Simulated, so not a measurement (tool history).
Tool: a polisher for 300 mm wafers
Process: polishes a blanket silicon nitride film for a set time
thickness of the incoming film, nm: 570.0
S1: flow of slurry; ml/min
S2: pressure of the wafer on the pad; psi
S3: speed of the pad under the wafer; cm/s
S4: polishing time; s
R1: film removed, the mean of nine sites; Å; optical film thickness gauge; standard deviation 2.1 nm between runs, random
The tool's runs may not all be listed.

| run | hour | S1 | S2 | S3 | S4 | R1 |
|---|---|---|---|---|---|---|
| 1 | 0.0 | 140 | 4.2 | 130 | 68 | 1495.9 |
| 2 | 1.3 | 145 | 4.5 | 130 | 68 | 1622.6 |
| 3 | 7.8 | 150 | 4.7 | 130 | 68 | 1689.2 |
| 4 | 12.3 | 150 | 4.9 | 130 | 68 | 1727.6 |
| 5 | 17.4 | 150 | 5.1 | 130 | 68 | 1808.6 |
|  | 19.8 | worn pad replaced by a new one |
| 6 | 19.8 | 185 | 5.1 | 130 | 68 | 1984.3 |

For run 7, what comes out?
| 7 | 21.9 | 190 | 5.1 | 130 | 68 | ? |

Run 7 measured R1 1964.9 Å.

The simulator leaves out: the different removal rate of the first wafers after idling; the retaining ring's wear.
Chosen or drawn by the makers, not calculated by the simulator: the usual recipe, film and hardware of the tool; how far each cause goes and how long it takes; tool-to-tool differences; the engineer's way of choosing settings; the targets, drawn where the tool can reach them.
